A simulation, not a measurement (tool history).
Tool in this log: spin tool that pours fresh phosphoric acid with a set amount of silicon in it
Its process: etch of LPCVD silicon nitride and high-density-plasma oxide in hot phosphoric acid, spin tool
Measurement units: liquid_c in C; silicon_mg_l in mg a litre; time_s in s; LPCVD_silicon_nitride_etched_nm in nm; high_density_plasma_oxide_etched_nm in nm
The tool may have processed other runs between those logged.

| run | hour | liquid_c | silicon_mg_l | time_s | LPCVD_silicon_nitride_etched_nm | high_density_plasma_oxide_etched_nm |
|---|---|---|---|---|---|---|
| 1 | 0 | 163 | 10.5 | 180 | 16.045 | 0.82705 |
| 2 | 7.5 | 162.5 | 10 | 180 | 15.686 | 0.78846 |
| 3 | 13.3 | 162.5 | 6 | 180 | 15.911 | 0.83352 |
| 4 | 16 | 161.5 | 6 | 180 | 15.259 | 0.80283 |
| 5 | 23.3 | 161 | 6 | 180 | 15.281 | 0.7719 |
| 6 | 29.1 | 160 | 6 | 180 | 14.546 | 0.71257 |

Expected results for the next run?
| 7 | 34.7 | 160 | 5.5 | 180 | ? | ? |

Run 7 measured LPCVD_silicon_nitride_etched_nm 14.482 nm, high_density_plasma_oxide_etched_nm 0.74788 nm.

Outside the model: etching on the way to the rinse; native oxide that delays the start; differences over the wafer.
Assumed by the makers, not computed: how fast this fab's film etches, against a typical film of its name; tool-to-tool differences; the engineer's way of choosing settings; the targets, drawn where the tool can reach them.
